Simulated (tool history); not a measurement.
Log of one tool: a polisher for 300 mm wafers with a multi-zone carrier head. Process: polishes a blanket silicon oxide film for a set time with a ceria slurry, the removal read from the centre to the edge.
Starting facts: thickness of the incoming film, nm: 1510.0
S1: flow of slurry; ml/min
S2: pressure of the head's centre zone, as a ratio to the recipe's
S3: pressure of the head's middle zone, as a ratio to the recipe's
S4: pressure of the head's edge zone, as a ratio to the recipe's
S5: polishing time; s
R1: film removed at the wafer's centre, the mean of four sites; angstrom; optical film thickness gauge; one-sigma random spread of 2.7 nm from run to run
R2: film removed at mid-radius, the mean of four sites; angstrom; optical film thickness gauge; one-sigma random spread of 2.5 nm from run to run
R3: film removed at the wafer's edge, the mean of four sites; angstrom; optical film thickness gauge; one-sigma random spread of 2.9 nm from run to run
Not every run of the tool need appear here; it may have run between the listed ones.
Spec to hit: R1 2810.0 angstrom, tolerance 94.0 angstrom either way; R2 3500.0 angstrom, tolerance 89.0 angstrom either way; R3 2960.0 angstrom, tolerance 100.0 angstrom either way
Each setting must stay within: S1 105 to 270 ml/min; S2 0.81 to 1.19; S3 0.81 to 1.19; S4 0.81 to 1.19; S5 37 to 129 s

{"run": 1, "day": 0.0, "S1": 175, "S2": 1.0, "S3": 1.0, "S4": 1.0, "S5": 83, "R1": 4467.8, "R2": 4565.8, "R3": 4304.2}
{"run": 2, "day": 0.375, "S1": 175, "S2": 1.0, "S3": 0.96, "S4": 1.0, "S5": 83, "R1": 4465.9, "R2": 4452.7, "R3": 4365.6}
{"run": 3, "day": 0.675, "S1": 175, "S2": 1.0, "S3": 1.04, "S4": 1.0, "S5": 83, "R1": 4458.9, "R2": 4778.4, "R3": 4252.2}
{"run": 4, "day": 1.046, "S1": 170, "S2": 0.97, "S3": 1.04, "S4": 0.98, "S5": 79, "R1": 4130.0, "R2": 4536.6, "R3": 4037.3}
{"run": 5, "day": 1.071, "S1": 165, "S2": 0.95, "S3": 1.04, "S4": 0.96, "S5": 75, "R1": 3785.0, "R2": 4242.1, "R3": 3843.4}
{"run": 6, "day": 1.338, "S1": 165, "S2": 0.95, "S3": 1.04, "S4": 0.9, "S5": 75, "R1": 3698.2, "R2": 4258.2, "R3": 3722.5}
{"run": 7, "day": 1.433, "S1": 165, "S2": 0.95, "S3": 1.04, "S4": 0.9, "S5": 75, "R1": 3695.0, "R2": 4231.2, "R3": 3748.9}
{"day": 1.704, "done": "edge zone pressure recalibrated"}
{"run": 8, "day": 1.704, "S1": 165, "S2": 0.94, "S3": 1.05, "S4": 0.89, "S5": 72, "R1": 3589.3, "R2": 4124.9, "R3": 3713.4}
{"run": 9, "day": 1.867, "S1": 155, "S2": 0.94, "S3": 1.07, "S4": 0.88, "S5": 69, "R1": 3390.3, "R2": 3942.6, "R3": 3549.4}
{"run": 10, "day": 2.121, "S1": 170, "S2": 0.93, "S3": 1.06, "S4": 0.87, "S5": 66, "R1": 3255.8, "R2": 3839.2, "R3": 3358.2}
{"run": 11, "day": 2.304, "S1": 180, "S2": 0.92, "S3": 1.06, "S4": 0.86, "S5": 64, "R1": 3145.7, "R2": 3779.2, "R3": 3255.9}
{"run": 12, "day": 2.504, "S1": 150, "S2": 0.88, "S3": 1.06, "S4": 0.81, "S5": 59, "R1": 2730.6, "R2": 3345.3, "R3": 2878.9}
{"run": 13, "day": 2.854, "S1": 155, "S2": 0.88, "S3": 1.06, "S4": 0.81, "S5": 59, "R1": 2679.0, "R2": 3350.7, "R3": 2851.6}

Exactly one of the 5 candidate moves below puts every result within its allowed miss. Which one?
{"run": "A", "day": 3.204, "S1": 150, "S2": 0.86, "S3": 0.98, "S4": 0.81, "S5": 59, "R1": "?", "R2": "?", "R3": "?"}
{"run": "B", "day": 3.204, "S1": 170, "S2": 0.88, "S3": 1.07, "S4": 0.82, "S5": 60, "R1": "?", "R2": "?", "R3": "?"}
{"run": "C", "day": 3.204, "S1": 160, "S2": 0.85, "S3": 1.04, "S4": 0.9, "S5": 58, "R1": "?", "R2": "?", "R3": "?"}
{"run": "D", "day": 3.204, "S1": 210, "S2": 0.89, "S3": 1.17, "S4": 0.81, "S5": 53, "R1": "?", "R2": "?", "R3": "?"}
{"run": "E", "day": 3.204, "S1": 270, "S2": 0.89, "S3": 1.17, "S4": 0.81, "S5": 53, "R1": "?", "R2": "?", "R3": "?"}

move=A R1=2625.9 R2=3124.2 R3=2875.7
move=B R1=2813.0 R2=3509.4 R3=2990.5
move=C R1=2591.6 R2=3272.9 R3=2989.8
move=D R1=2615.4 R2=3466.0 R3=2692.5
move=E R1=2710.4 R2=3578.8 R3=2758.3
A: moves away from the targets compared with the last run
B: meets every target
C: moves away from the targets compared with the last run
D: puts the biggest miss on target and leaves a different result outside tolerance
E: puts the biggest miss on target and leaves a different result outside tolerance
Answer: B
